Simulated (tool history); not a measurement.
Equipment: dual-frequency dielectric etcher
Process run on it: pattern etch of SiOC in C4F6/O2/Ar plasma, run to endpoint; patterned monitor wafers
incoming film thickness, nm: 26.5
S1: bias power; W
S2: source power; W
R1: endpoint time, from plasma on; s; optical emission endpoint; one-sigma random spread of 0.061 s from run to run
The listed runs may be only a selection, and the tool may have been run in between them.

run,hour,S1,S2,R1
1,0.0,344,340,10.550
2,7.1,290,340,11.108
3,9.4,244,340,12.044
4,16.7,284,340,11.309
5,17.8,284,370,10.864
6,18.4,302,370,10.494
7,22.2,315,370,10.388

Run 8, settings as shown, results not yet in. Your forecast:
8,27.9,327,370,?

{"run 8": {"R1": 10.291}}
